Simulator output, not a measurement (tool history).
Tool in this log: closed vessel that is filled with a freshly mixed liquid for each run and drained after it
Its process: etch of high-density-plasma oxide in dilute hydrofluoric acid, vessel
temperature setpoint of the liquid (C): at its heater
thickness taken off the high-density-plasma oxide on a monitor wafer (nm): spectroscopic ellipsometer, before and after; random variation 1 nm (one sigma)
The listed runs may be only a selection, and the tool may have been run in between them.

run	hour	temperature setpoint of the liquid (C)	parts of water to one part of 49 % hydrofluoric acid (parts by volume)	time in the liquid (s)	thickness taken off the high-density-plasma oxide on a monitor wafer (nm)
1	0.0	24.0	60	250	53.649
2	7.1	24.0	60	250	53.929
3	8.9	24.0	60	250	53.394
4	14.8	24.0	75	250	41.819
5	18.4	26.5	60	250	58.788
6	19.6	24.0	60	250	53.848

The next listed run, before its measurement:
7	20.9	26.0	50	250	?

Run 7 came out at thickness taken off the high-density-plasma oxide on a monitor wafer (nm) 71.012.
